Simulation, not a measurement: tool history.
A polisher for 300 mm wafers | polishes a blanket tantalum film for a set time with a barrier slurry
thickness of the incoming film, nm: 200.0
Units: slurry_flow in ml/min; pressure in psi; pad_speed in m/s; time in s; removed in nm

run  hour  slurry_flow  pressure  pad_speed  slurry_solids  time  removed
  1     0          135       2.2       1.26              1    38   95.901
  2   6.8          135         2       1.26              1    38   85.673
  3  14.8          135         2       1.46              1    38   99.778
  4  16.9          135         2       1.46            1.1    38    98.99
  5  19.5          135       1.8       1.46            1.1    38   92.234
  6    23          135       1.7       1.44            1.1    38   85.011
  7  26.8          135       1.6       1.44            1.1    38   81.858
  8  29.7          135       1.5       1.44            1.1    38   77.014
  9  34.4          130         1       1.42            1.1    38   51.551

Forecast run 10:
 10  39.1          135         1       1.42            1.1    38        ?

removed: 50.676 nm
